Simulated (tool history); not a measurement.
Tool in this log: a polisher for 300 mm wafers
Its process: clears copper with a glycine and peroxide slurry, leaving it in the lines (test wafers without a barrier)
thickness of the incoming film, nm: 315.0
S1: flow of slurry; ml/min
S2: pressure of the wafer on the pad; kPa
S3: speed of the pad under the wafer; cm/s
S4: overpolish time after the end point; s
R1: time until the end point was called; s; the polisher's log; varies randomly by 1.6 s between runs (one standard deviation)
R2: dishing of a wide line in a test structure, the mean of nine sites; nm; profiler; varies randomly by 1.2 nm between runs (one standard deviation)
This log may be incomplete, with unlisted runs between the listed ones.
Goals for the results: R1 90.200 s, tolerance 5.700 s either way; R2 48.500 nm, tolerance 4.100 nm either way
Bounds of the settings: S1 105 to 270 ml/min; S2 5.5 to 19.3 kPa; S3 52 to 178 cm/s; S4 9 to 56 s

| run | day | S1 | S2 | S3 | S4 | R1 | R2 |
|---|---|---|---|---|---|---|---|
| 1 | 0.000 | 175 | 12.4 | 114 | 29 | 66.542 | 77.000 |
| 2 | 0.192 | 155 | 12.4 | 114 | 29 | 66.201 | 75.323 |
| 3 | 0.362 | 155 | 11.7 | 114 | 28 | 69.470 | 72.483 |
| 4 | 0.521 | 180 | 11.7 | 114 | 28 | 66.376 | 73.220 |
| 5 | 0.671 | 180 | 11.7 | 124 | 28 | 63.751 | 75.159 |
| 6 | 0.967 | 180 | 11.0 | 122 | 27 | 66.962 | 71.552 |
| 7 | 1.158 | 180 | 10.3 | 120 | 26 | 68.461 | 68.499 |
| 8 | 1.275 | 180 | 9.7 | 118 | 25 | 74.237 | 60.047 |
| 9 | 1.600 | 180 | 6.9 | 114 | 25 | 86.135 | 54.059 |

Which of these 4 next moves meets every target?
| A | 1.925 | 185 | 6.9 | 110 | 28 | ? | ? |
| B | 1.925 | 135 | 8.3 | 104 | 24 | ? | ? |
| C | 1.925 | 155 | 7.6 | 132 | 29 | ? | ? |
| D | 1.925 | 140 | 11.0 | 84 | 29 | ? | ? |

| move | R1 | R2 |
|---|---|---|
| A | 87.458 | 56.812 |
| B | 89.354 | 49.679 |
| C | 75.930 | 64.537 |
| D | 90.266 | 58.555 |
A: its largest miss is bigger than the last run's
B: every result lands within tolerance
C: its largest miss is bigger than the last run's
D: its largest miss is bigger than the last run's
Go with B: it meets all targets.

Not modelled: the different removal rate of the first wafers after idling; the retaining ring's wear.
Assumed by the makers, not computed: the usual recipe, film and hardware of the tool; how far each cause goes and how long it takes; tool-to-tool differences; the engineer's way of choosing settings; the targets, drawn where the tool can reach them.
